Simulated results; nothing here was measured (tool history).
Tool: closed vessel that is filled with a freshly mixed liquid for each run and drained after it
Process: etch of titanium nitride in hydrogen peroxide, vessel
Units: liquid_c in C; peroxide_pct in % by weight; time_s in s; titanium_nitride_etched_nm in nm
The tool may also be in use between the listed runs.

run    day  liquid_c  peroxide_pct  time_s  titanium_nitride_etched_nm
  1      0        46            18     705                      22.759
  2  0.371        46            18     750                       24.01
  3  0.725        46            20     750                      24.768
  4  1.079        48            20     750                      28.814
  5  1.371        48            20     705                      26.972
  6  1.471        48            20     750                      28.568

Run 7 comes next. What will it give?
  7  1.542        49            20     750                           ?

titanium_nitride_etched_nm: 30.746 nm
